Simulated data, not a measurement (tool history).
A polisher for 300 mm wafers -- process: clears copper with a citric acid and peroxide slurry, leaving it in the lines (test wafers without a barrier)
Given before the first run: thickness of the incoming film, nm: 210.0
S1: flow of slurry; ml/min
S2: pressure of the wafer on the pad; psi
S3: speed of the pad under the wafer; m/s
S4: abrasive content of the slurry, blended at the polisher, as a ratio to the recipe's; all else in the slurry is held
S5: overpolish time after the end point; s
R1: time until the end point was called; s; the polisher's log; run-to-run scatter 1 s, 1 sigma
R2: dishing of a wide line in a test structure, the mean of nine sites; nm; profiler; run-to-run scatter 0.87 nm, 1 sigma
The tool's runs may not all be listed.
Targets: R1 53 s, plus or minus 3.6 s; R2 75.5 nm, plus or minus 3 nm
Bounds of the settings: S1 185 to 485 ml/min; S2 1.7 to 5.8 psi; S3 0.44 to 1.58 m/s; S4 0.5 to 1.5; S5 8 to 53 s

Run 1, hour 0: S1 310 ml/min, S2 3.7 psi, S3 1 m/s, S4 1, S5 27 s. Result: R1 67.607 s, R2 54.43 nm.
Run 2, hour 0.9: S1 310 ml/min, S2 3.7 psi, S3 1 m/s, S4 1, S5 23 s. Result: R1 65.858 s, R2 49.199 nm.
Run 3, hour 6.1: S1 310 ml/min, S2 4 psi, S3 1 m/s, S4 1, S5 25 s. Result: R1 62.434 s, R2 54.074 nm.
Run 4, hour 9.6: S1 310 ml/min, S2 4.6 psi, S3 1 m/s, S4 1, S5 25 s. Result: R1 60.512 s, R2 57.363 nm.
Run 5, hour 12.8: S1 310 ml/min, S2 4.8 psi, S3 1.02 m/s, S4 1, S5 27 s. Result: R1 57.111 s, R2 63.366 nm.
Run 6, hour 20.1: S1 310 ml/min, S2 4.8 psi, S3 1.16 m/s, S4 1, S5 27 s. Result: R1 50.389 s, R2 68.7 nm.
Run 7, hour 27.3: S1 310 ml/min, S2 4.8 psi, S3 1.14 m/s, S4 1, S5 28 s. Result: R1 50.833 s, R2 68.593 nm.
Run 8, hour 30.5: S1 310 ml/min, S2 4.8 psi, S3 1.12 m/s, S4 1, S5 29 s. Result: R1 52.672 s, R2 70.41 nm.
Run 9, hour 35.1: S1 310 ml/min, S2 4.8 psi, S3 1.12 m/s, S4 1, S5 30 s. Result: R1 51.611 s, R2 71.393 nm.

Consider the 4 candidate settings below. Which is the only one whose results all fall within their allowed miss of target?
Run A, hour 39.7: S1 240 ml/min, S2 5.1 psi, S3 1.04 m/s, S4 1.2, S5 34 s. Result: R1 ?, R2 ?.
Run B, hour 39.7: S1 375 ml/min, S2 4.7 psi, S3 1.12 m/s, S4 0.9, S5 28 s. Result: R1 ?, R2 ?.
Run C, hour 39.7: S1 305 ml/min, S2 4.4 psi, S3 1.12 m/s, S4 0.8, S5 28 s. Result: R1 ?, R2 ?.
Run D, hour 39.7: S1 305 ml/min, S2 5.7 psi, S3 0.98 m/s, S4 0.9, S5 28 s. Result: R1 ?, R2 ?.

move      R1      R2
   A  55.474  75.904
   B  55.436  67.444
   C  60.356  63.716
   D  56.519  67.419
A: all results land within tolerance of their targets
B: lands further from the targets than the last run did
C: lands further from the targets than the last run did
D: lands further from the targets than the last run did
A meets every target.
